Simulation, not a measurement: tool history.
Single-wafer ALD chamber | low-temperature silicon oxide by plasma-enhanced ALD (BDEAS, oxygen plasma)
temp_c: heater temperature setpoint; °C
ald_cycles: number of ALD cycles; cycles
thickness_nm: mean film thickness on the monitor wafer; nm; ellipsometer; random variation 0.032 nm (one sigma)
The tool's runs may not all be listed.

{"run": 1, "hour": 0.0, "temp_c": 100, "ald_cycles": 60, "thickness_nm": 9.6342}
{"run": 2, "hour": 4.3, "temp_c": 100, "ald_cycles": 67, "thickness_nm": 10.792}
{"run": 3, "hour": 5.0, "temp_c": 100, "ald_cycles": 60, "thickness_nm": 9.6503}
{"run": 4, "hour": 13.5, "temp_c": 90, "ald_cycles": 60, "thickness_nm": 9.9722}
{"run": 5, "hour": 17.3, "temp_c": 96, "ald_cycles": 60, "thickness_nm": 9.7337}
{"run": 6, "hour": 19.0, "temp_c": 96, "ald_cycles": 53, "thickness_nm": 8.6235}
{"run": 7, "hour": 24.8, "temp_c": 97, "ald_cycles": 53, "thickness_nm": 8.5771}
{"run": 8, "hour": 30.0, "temp_c": 98, "ald_cycles": 53, "thickness_nm": 8.5685}
{"run": 9, "hour": 32.8, "temp_c": 99, "ald_cycles": 53, "thickness_nm": 8.575}
{"run": 10, "hour": 37.4, "temp_c": 100, "ald_cycles": 53, "thickness_nm": 8.5652}
{"run": 11, "hour": 42.3, "temp_c": 101, "ald_cycles": 53, "thickness_nm": 8.5111}

Forecast run 12:
{"run": 12, "hour": 48.6, "temp_c": 102, "ald_cycles": 53, "thickness_nm": "?"}

Run 12 gave thickness_nm 8.5613 nm.
